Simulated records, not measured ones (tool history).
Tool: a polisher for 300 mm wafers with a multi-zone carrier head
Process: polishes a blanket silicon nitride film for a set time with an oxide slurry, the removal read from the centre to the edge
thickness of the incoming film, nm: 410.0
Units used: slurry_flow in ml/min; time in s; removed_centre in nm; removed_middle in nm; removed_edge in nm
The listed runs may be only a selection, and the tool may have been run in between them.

| run | hour | slurry_flow | centre_zone | middle_zone | edge_zone | slurry_solids | time | removed_centre | removed_middle | removed_edge |
|---|---|---|---|---|---|---|---|---|---|---|
| 1 | 0 | 235 | 1 | 1 | 1 | 1 | 46 | 18.97 | 17.638 | 18.67 |
| 2 | 8.3 | 235 | 1.01 | 0.99 | 0.96 | 0.9 | 44 | 17.693 | 16.131 | 16.533 |
| 3 | 14.6 | 230 | 1.01 | 0.96 | 0.93 | 0.8 | 43 | 15.745 | 14.28 | 14.992 |
| 4 | 18.7 | 230 | 1.03 | 0.95 | 0.91 | 0.75 | 43 | 15.929 | 13.409 | 14.217 |
| 5 | 26.6 | 225 | 1.03 | 0.95 | 0.89 | 0.7 | 43 | 14.766 | 12.898 | 13.355 |
| 6 | 33.9 | 225 | 1.03 | 0.95 | 0.89 | 0.9 | 43 | 17.158 | 14.929 | 15.641 |
| 7 | 36.5 | 220 | 1.04 | 0.95 | 0.88 | 0.8 | 43 | 16.167 | 13.929 | 14.46 |

Expected results for the next run?
| 8 | 45.1 | 220 | 1.04 | 0.95 | 0.87 | 0.75 | 43 | ? | ? | ? |

Run 8 gave removed_centre 15.696 nm, removed_middle 13.611 nm, removed_edge 13.967 nm.
